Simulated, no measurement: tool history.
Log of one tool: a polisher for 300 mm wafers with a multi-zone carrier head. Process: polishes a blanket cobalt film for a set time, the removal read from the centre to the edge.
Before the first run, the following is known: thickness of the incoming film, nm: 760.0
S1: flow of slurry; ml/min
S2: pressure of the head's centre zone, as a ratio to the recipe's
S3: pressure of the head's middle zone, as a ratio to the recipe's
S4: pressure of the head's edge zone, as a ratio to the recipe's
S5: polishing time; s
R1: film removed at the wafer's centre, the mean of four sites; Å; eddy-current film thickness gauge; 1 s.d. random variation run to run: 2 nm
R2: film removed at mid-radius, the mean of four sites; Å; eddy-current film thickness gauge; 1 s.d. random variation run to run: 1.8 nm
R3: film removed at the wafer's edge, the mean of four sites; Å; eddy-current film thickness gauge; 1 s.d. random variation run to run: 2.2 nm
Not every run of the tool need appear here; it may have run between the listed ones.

run  hour   S1    S2    S3    S4  S5      R1      R2      R3
  1   0.0  265  1.00  1.00  1.00  52  2833.8  2946.8  2907.3
  2   2.0  255  0.95  1.00  0.97  44  2240.1  2508.3  2386.9
  3   8.9  245  0.91  0.97  0.95  39  1888.7  2167.4  2073.9
  4  13.1  235  0.88  0.95  0.93  37  1772.0  1979.9  1971.2
  5  16.3  235  0.88  0.95  0.93  30  1388.4  1594.7  1597.6
  6  17.6  235  0.88  0.95  0.93  23  1053.8  1242.4  1221.2

Expected results for the next run?
  7  20.3  235  0.87  0.96  0.93  26   ?   ?   ?

Run 7 produced R1 1191.3 Å, R2 1397.4 Å, R3 1369.1 Å.
